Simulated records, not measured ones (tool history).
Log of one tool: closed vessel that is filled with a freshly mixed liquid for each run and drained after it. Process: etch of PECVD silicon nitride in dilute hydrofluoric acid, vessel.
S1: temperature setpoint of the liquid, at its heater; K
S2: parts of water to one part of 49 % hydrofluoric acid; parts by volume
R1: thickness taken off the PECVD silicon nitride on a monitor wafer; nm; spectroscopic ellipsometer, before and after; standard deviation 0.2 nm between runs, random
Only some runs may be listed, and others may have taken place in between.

run 1 day=0.000 | S1=295.15 S2=240 time_in_the_liquid_(s)=2585 | R1=24.092
run 2 day=0.096 | S1=297.15 S2=240 time_in_the_liquid_(s)=2585 | R1=27.455
run 3 day=0.358 | S1=297.15 S2=205 time_in_the_liquid_(s)=2585 | R1=32.320
run 4 day=0.508 | S1=297.65 S2=205 time_in_the_liquid_(s)=2585 | R1=33.199
-- day=0.750 thermometer replaced
run 5 day=0.750 | S1=297.65 S2=205 time_in_the_liquid_(s)=2585 | R1=31.191
run 6 day=1.058 | S1=297.65 S2=255 time_in_the_liquid_(s)=2585 | R1=24.662

For run 7, what comes out?
run 7 day=1.121 | S1=299.15 S2=245 time_in_the_liquid_(s)=2585 | R1=?

Run 7 produced R1 28.579 nm.
